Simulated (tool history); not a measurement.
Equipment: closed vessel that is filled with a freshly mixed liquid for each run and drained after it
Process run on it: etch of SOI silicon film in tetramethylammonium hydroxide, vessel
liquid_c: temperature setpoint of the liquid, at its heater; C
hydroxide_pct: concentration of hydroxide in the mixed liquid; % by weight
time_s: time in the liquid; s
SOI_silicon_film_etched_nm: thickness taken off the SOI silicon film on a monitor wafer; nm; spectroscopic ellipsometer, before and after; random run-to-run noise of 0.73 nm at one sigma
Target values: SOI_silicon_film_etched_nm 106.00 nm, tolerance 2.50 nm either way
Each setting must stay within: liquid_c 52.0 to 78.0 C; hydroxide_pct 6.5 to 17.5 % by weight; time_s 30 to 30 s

{"run": 1, "hour": 0.0, "liquid_c": 65.0, "hydroxide_pct": 12.0, "time_s": 30, "SOI_silicon_film_etched_nm": 158.73}
{"run": 2, "hour": 9.0, "liquid_c": 63.0, "hydroxide_pct": 12.0, "time_s": 30, "SOI_silicon_film_etched_nm": 141.67}
{"run": 3, "hour": 12.5, "liquid_c": 63.0, "hydroxide_pct": 14.0, "time_s": 30, "SOI_silicon_film_etched_nm": 133.45}
{"run": 4, "hour": 16.3, "liquid_c": 63.0, "hydroxide_pct": 15.5, "time_s": 30, "SOI_silicon_film_etched_nm": 125.12}
{"run": 5, "hour": 20.6, "liquid_c": 68.0, "hydroxide_pct": 15.5, "time_s": 30, "SOI_silicon_film_etched_nm": 169.9}
{"run": 6, "hour": 23.9, "liquid_c": 68.0, "hydroxide_pct": 16.5, "time_s": 30, "SOI_silicon_film_etched_nm": 167.76}
{"run": 7, "hour": 28.6, "liquid_c": 65.5, "hydroxide_pct": 16.5, "time_s": 30, "SOI_silicon_film_etched_nm": 143.86}
{"run": 8, "hour": 36.3, "liquid_c": 59.5, "hydroxide_pct": 16.5, "time_s": 30, "SOI_silicon_film_etched_nm": 100.46}
{"run": 9, "hour": 44.1, "liquid_c": 60.0, "hydroxide_pct": 16.5, "time_s": 30, "SOI_silicon_film_etched_nm": 102.34}

Which one of the following 4 next-run settings gets every result inside its allowed miss? There is exactly one.
{"run": "A", "hour": 51.9, "liquid_c": 61.0, "hydroxide_pct": 15.5, "time_s": 30, "SOI_silicon_film_etched_nm": "?"}
{"run": "B", "hour": 51.9, "liquid_c": 61.0, "hydroxide_pct": 17.5, "time_s": 30, "SOI_silicon_film_etched_nm": "?"}
{"run": "C", "hour": 51.9, "liquid_c": 59.5, "hydroxide_pct": 16.0, "time_s": 30, "SOI_silicon_film_etched_nm": "?"}
{"run": "D", "hour": 51.9, "liquid_c": 61.5, "hydroxide_pct": 17.5, "time_s": 30, "SOI_silicon_film_etched_nm": "?"}

move=A SOI_silicon_film_etched_nm=112.10
move=B SOI_silicon_film_etched_nm=107.33
move=C SOI_silicon_film_etched_nm=101.00
move=D SOI_silicon_film_etched_nm=110.70
A: the result that was furthest off in the last run now lies on the other side of its target
B: all results in spec
C: lands further from the targets than the last run did
D: the result that was furthest off in the last run now lies on the other side of its target
B meets every target.
